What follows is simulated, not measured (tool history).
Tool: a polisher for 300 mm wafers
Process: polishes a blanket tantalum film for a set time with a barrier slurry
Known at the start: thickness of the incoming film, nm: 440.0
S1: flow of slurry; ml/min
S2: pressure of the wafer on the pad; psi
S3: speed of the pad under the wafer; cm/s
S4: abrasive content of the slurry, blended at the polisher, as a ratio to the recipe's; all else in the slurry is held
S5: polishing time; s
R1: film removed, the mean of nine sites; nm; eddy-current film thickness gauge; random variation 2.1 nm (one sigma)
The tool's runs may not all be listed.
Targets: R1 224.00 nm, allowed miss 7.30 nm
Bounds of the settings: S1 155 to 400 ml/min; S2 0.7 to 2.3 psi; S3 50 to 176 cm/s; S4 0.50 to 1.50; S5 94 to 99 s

run  hour   S1   S2   S3    S4  S5      R1
  1   0.0  255  1.5  112  1.00  94  143.55
  2   1.3  255  1.5  112  1.20  94  148.82
  3   6.8  255  1.6  112  1.20  94  160.62
  4  12.5  305  1.6  112  1.20  94  161.79
  5  13.3  305  1.7  112  1.20  94  174.40
  6  18.4  305  1.8  112  1.20  94  179.25
  7  26.1  305  1.9  112  1.20  94  189.61
  8  28.9  305  2.0  112  1.20  94  201.24
  9  32.2  305  2.1  112  1.20  94  208.88

Which of these 5 next moves meets every target?
  A  35.5  315  2.1  112  1.25  99   ?
  B  35.5  330  2.1  110  1.15  95   ?
  C  35.5  355  2.3  110  1.25  99   ?
  D  35.5  280  2.1  108  1.15  99   ?
  E  35.5  305  1.7  128  1.20  99   ?

move      R1
   A  225.19
   B  208.92
   C  243.55
   D  210.83
   E  207.59
A: meets every target
B: as far off as the last run
C: takes the result that was furthest off past its target
D: nearer than the last run, and not there yet
E: further off than the last run
Move A is the one to make.
